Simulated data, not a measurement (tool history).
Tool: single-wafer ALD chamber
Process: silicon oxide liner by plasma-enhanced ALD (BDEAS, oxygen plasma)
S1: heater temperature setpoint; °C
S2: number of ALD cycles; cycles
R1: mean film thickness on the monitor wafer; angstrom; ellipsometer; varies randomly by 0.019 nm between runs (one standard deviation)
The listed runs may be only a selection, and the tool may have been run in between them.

{"run": 1, "hour": 0.0, "S1": 320, "S2": 71, "R1": 67.466}
{"run": 2, "hour": 0.9, "S1": 320, "S2": 80, "R1": 75.8}
{"run": 3, "hour": 6.5, "S1": 330, "S2": 80, "R1": 75.168}
{"run": 4, "hour": 8.4, "S1": 330, "S2": 82, "R1": 77.066}
{"run": 5, "hour": 11.9, "S1": 330, "S2": 83, "R1": 78.148}
{"run": 6, "hour": 21.0, "S1": 336, "S2": 83, "R1": 77.394}
{"run": 7, "hour": 23.1, "S1": 336, "S2": 84, "R1": 78.486}

For run 8, what comes out?
{"run": 8, "hour": 27.5, "S1": 336, "S2": 85, "R1": "?"}

R1: 79.390 angstrom

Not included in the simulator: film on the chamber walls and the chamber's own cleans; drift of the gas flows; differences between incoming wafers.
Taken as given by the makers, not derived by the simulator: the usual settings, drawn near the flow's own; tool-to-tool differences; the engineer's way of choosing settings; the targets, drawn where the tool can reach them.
